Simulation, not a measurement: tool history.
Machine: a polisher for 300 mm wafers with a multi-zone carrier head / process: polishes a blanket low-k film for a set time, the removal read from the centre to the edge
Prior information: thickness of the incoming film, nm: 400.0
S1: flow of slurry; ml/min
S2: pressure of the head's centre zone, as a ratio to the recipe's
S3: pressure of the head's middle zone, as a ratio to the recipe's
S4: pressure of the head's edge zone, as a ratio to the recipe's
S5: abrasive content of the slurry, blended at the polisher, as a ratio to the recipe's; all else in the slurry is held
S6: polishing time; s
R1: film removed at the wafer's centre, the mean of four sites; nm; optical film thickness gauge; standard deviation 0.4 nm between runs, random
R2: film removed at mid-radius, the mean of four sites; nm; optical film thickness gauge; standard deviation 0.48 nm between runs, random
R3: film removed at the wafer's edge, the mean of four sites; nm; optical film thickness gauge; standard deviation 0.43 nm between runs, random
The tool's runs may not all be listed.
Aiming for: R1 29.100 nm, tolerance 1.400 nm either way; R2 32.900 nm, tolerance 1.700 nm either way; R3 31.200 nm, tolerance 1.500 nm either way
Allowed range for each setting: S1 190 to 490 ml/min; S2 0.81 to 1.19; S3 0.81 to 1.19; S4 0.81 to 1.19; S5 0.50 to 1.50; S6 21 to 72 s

run	hour	S1	S2	S3	S4	S5	S6	R1	R2	R3
1	0.0	315	1.00	1.00	1.00	1.00	46	21.990	22.904	22.394
2	5.8	315	1.00	1.00	1.00	0.90	46	21.515	21.790	21.744
3	13.1	250	1.00	1.00	1.00	0.90	46	20.731	21.033	21.307
4	15.2	250	1.00	1.00	1.06	0.90	46	20.328	20.996	22.447
5	16.2	250	1.00	1.00	1.06	0.90	36	16.333	16.722	17.196
6	21.6	255	1.02	1.03	1.07	1.10	40	20.325	20.182	20.376
7	28.7	265	1.00	1.06	1.08	1.20	43	22.018	23.019	23.172
8	35.2	275	1.00	1.09	1.09	1.30	45	24.003	25.662	25.437
9	43.9	280	1.00	1.11	1.10	1.35	46	24.585	27.352	26.434
10	50.5	285	1.01	1.12	1.11	1.40	47	25.514	27.764	26.736
11	58.4	285	1.00	1.13	1.11	1.45	49	27.013	29.826	28.938

Consider the 4 candidate settings below. Which is the only one whose results all fall within their allowed miss of target?
A	66.3	260	0.92	1.01	1.17	1.45	52	?	?	?
B	66.3	270	0.98	1.10	1.07	1.50	54	?	?	?
C	66.3	280	1.11	1.10	1.09	1.40	47	?	?	?
D	66.3	280	1.16	1.03	1.08	1.40	46	?	?	?

move	R1	R2	R3
A	26.090	28.281	31.443
B	29.381	32.092	31.633
C	28.453	27.380	27.232
D	29.097	25.331	26.554
A: moves away from the targets compared with the last run
B: all results land within tolerance of their targets
C: moves away from the targets compared with the last run
D: moves away from the targets compared with the last run
The move that meets every target is B.
